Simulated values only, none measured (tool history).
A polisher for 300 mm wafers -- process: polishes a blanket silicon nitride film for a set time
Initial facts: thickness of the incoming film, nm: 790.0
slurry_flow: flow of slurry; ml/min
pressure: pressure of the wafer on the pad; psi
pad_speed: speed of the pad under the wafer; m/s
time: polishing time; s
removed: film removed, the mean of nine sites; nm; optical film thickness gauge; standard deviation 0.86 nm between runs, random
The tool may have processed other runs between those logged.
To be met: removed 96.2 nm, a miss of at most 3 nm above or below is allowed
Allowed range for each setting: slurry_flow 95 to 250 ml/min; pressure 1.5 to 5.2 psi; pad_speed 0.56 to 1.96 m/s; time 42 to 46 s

Run 1, hour 0: slurry_flow 160 ml/min, pressure 3.3 psi, pad_speed 1.26 m/s, time 46 s. Result: removed 76.192 nm.
Run 2, hour 2.3: slurry_flow 185 ml/min, pressure 3.3 psi, pad_speed 1.26 m/s, time 46 s. Result: removed 77.548 nm.
Run 3, hour 7.5: slurry_flow 185 ml/min, pressure 3.3 psi, pad_speed 0.96 m/s, time 46 s. Result: removed 66.954 nm.
Run 4, hour 14.3: slurry_flow 155 ml/min, pressure 3.3 psi, pad_speed 0.96 m/s, time 46 s. Result: removed 63.934 nm.
Run 5, hour 20: slurry_flow 165 ml/min, pressure 3.6 psi, pad_speed 0.96 m/s, time 46 s. Result: removed 69.485 nm.
Run 6, hour 21.4: slurry_flow 185 ml/min, pressure 3.6 psi, pad_speed 0.96 m/s, time 46 s. Result: removed 71.228 nm.
Run 7, hour 29.7: slurry_flow 190 ml/min, pressure 3.8 psi, pad_speed 0.96 m/s, time 46 s. Result: removed 74.424 nm.
Run 8, hour 35.7: slurry_flow 195 ml/min, pressure 4 psi, pad_speed 0.96 m/s, time 46 s. Result: removed 79.386 nm.

Next run, 4 choices. One meets every target within its allowed miss, the rest don't. Which?
Run A, hour 41.7: slurry_flow 215 ml/min, pressure 4.9 psi, pad_speed 1.1 m/s, time 46 s. Result: removed ?.
Run B, hour 41.7: slurry_flow 210 ml/min, pressure 4.8 psi, pad_speed 1.14 m/s, time 46 s. Result: removed ?.
Run C, hour 41.7: slurry_flow 195 ml/min, pressure 4.9 psi, pad_speed 1.1 m/s, time 46 s. Result: removed ?.
Run D, hour 41.7: slurry_flow 175 ml/min, pressure 4.6 psi, pad_speed 1.1 m/s, time 46 s. Result: removed ?.

move  removed
   A   102.24
   B   102.15
   C    100.9
   D   93.736
A: moves the result that the last run missed by most past its target, out the other side
B: moves the result that the last run missed by most past its target, out the other side
C: moves the result that the last run missed by most past its target, out the other side
D: in spec on every target
The move that meets every target is D.
